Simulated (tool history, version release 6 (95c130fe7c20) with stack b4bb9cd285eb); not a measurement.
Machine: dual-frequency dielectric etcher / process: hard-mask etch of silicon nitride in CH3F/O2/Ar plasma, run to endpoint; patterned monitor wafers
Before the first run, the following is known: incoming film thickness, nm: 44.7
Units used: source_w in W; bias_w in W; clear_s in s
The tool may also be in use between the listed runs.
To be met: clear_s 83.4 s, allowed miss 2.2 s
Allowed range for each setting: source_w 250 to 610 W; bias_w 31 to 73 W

run	hour	source_w	bias_w	clear_s
1	0	430	52	66.395
2	8.3	430	47	68.386
3	14.6	430	39	71.022
4	18.1	410	38	72.529
5	20.8	410	47	69.809
6	25.3	490	47	63.981
7	29.3	460	46	66.031
8	36.3	430	45	68.976
9	37.9	410	44	70.684
10	39	390	43	73.579
11	40.2	380	43	73.983
12	46.3	370	43	76.248
13	49.7	360	43	76.788
14	50.3	350	43	77.272
15	51.8	340	43	78.894
16	57.5	330	43	80.41

5 next moves are on the table. One of them brings every result within its allowed miss. Which?
A	63.2	300	47	?
B	63.2	370	48	?
C	63.2	330	52	?
D	63.2	340	40	?
E	63.2	310	53	?

move	clear_s
A	83.221
B	73.596
C	77.011
D	80.078
E	79.459
A: hits every target within its allowed miss
B: misses by more than the last run did
C: misses by more than the last run did
D: misses by more than the last run did
E: misses by more than the last run did
Go with A: it meets all targets.
